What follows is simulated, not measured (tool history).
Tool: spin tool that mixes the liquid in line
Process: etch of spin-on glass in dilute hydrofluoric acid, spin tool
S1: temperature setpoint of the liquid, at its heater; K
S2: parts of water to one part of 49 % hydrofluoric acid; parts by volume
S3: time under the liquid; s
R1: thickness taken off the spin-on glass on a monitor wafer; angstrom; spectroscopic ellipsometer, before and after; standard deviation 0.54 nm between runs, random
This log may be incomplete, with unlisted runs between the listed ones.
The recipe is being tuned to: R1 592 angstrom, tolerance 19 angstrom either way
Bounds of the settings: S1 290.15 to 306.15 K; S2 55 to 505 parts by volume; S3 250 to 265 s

run,hour,S1,S2,S3,R1
1,0,298.15,280,250,347.36
2,2.3,300.15,260,250,402.32
3,5.5,301.65,260,250,416.33
4,6.8,302.65,245,250,460.28
5,12.6,302.65,245,250,466.36
6,19.7,303.65,235,250,519.31
7,27,304.15,230,250,532.68
8,28.5,306.15,215,250,613.48
9,32.4,305.65,215,250,617.5
10,35.3,304.15,220,250,567.02

Of the 4 settings listed for the next run, only one would bring every result within its allowed miss of target. Which one?
A,38.2,304.65,235,250,?
B,38.2,304.15,230,250,?
C,38.2,302.15,210,265,?
D,38.2,301.15,205,250,?

move,R1
A,533.45
B,539.32
C,599.09
D,562.37
A: its largest miss is bigger than the last run's
B: its largest miss is bigger than the last run's
C: each result inside its tolerance
D: its largest miss is bigger than the last run's
The move that meets every target is C.
